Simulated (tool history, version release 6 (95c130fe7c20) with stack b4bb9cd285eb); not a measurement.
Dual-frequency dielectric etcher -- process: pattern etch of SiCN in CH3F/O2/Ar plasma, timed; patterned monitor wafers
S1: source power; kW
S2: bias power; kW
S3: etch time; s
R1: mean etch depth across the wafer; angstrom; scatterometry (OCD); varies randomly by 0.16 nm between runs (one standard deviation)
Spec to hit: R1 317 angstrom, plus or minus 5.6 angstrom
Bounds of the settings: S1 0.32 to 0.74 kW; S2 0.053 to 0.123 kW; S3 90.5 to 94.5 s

{"run": 1, "hour": 0.0, "S1": 0.53, "S2": 0.088, "S3": 90.5, "R1": 439.17}
{"run": 2, "hour": 6.5, "S1": 0.53, "S2": 0.088, "S3": 94.5, "R1": 459.09}
{"run": 3, "hour": 12.7, "S1": 0.5, "S2": 0.083, "S3": 94, "R1": 429.44}
{"run": 4, "hour": 19.9, "S1": 0.5, "S2": 0.073, "S3": 94, "R1": 393.32}
{"run": 5, "hour": 20.6, "S1": 0.5, "S2": 0.073, "S3": 90.5, "R1": 385.42}
{"run": 6, "hour": 26.6, "S1": 0.48, "S2": 0.072, "S3": 90.5, "R1": 372.58}
{"run": 7, "hour": 32.9, "S1": 0.46, "S2": 0.071, "S3": 90.5, "R1": 359.42}
{"run": 8, "hour": 39.8, "S1": 0.45, "S2": 0.071, "S3": 90.5, "R1": 352.54}
{"run": 9, "hour": 46.7, "S1": 0.44, "S2": 0.071, "S3": 90.5, "R1": 350.54}
{"run": 10, "hour": 53.9, "S1": 0.43, "S2": 0.071, "S3": 90.5, "R1": 344.45}
{"run": 11, "hour": 61.6, "S1": 0.42, "S2": 0.071, "S3": 90.5, "R1": 336.95}
{"run": 12, "hour": 68.4, "S1": 0.41, "S2": 0.071, "S3": 90.5, "R1": 335.44}
{"run": 13, "hour": 73.3, "S1": 0.33, "S2": 0.068, "S3": 90.5, "R1": 282.49}
{"run": 14, "hour": 81.2, "S1": 0.34, "S2": 0.068, "S3": 90.5, "R1": 287.9}
{"run": 15, "hour": 85.6, "S1": 0.34, "S2": 0.068, "S3": 90.5, "R1": 286.64}
{"run": 16, "hour": 94.2, "S1": 0.35, "S2": 0.068, "S3": 90.5, "R1": 294.38}
{"run": 17, "hour": 98.7, "S1": 0.36, "S2": 0.068, "S3": 90.5, "R1": 300.26}
{"run": 18, "hour": 104.2, "S1": 0.38, "S2": 0.068, "S3": 90.5, "R1": 310.57}

Exercise: of the 4 proposed moves below, exactly one satisfies all targets within the stated allowed misses. Which move is it?
{"run": "A", "hour": 109.7, "S1": 0.33, "S2": 0.073, "S3": 91.5, "R1": "?"}
{"run": "B", "hour": 109.7, "S1": 0.37, "S2": 0.072, "S3": 94.5, "R1": "?"}
{"run": "C", "hour": 109.7, "S1": 0.37, "S2": 0.073, "S3": 90.5, "R1": "?"}
{"run": "D", "hour": 109.7, "S1": 0.33, "S2": 0.076, "S3": 91.5, "R1": "?"}

move=A R1=297
move=B R1=328.21
move=C R1=317.12
move=D R1=304.84
A: misses by more than the last run did
B: takes the result that was furthest off past its target
C: each result inside its tolerance
D: misses by more than the last run did
So the answer is move C, the one that meets all the targets.
